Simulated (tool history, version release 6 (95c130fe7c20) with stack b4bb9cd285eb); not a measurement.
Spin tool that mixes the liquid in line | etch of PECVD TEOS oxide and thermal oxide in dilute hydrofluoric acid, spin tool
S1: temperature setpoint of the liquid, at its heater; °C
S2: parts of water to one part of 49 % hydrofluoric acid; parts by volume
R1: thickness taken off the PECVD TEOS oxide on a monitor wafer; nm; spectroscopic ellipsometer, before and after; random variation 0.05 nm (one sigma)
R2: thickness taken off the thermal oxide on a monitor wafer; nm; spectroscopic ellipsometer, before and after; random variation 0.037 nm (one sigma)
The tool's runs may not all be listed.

Run 1, hour 0: S1 24 °C, S2 140 parts by volume, time under the liquid (s) 80. Result: R1 4.7782 nm, R2 2.6261 nm.
Run 2, hour 4.7: S1 24 °C, S2 140 parts by volume, time under the liquid (s) 65. Result: R1 3.8845 nm, R2 2.1464 nm.
Run 3, hour 11.3: S1 24 °C, S2 140 parts by volume, time under the liquid (s) 35. Result: R1 2.085 nm, R2 1.173 nm.
Run 4, hour 13.1: S1 22 °C, S2 140 parts by volume, time under the liquid (s) 35. Result: R1 1.9286 nm, R2 1.0797 nm.
Run 5, hour 14.4: S1 22 °C, S2 165 parts by volume, time under the liquid (s) 35. Result: R1 1.5962 nm, R2 0.89235 nm.
Run 6, hour 18.6: S1 23 °C, S2 150 parts by volume, time under the liquid (s) 35. Result: R1 1.8338 nm, R2 1.0334 nm.

The next listed run, before its measurement:
Run 7, hour 27.1: S1 27 °C, S2 95 parts by volume, time under the liquid (s) 70. Result: R1 ?, R2 ?.

Run 7 gave R1 7.3197 nm, R2 4.0932 nm.

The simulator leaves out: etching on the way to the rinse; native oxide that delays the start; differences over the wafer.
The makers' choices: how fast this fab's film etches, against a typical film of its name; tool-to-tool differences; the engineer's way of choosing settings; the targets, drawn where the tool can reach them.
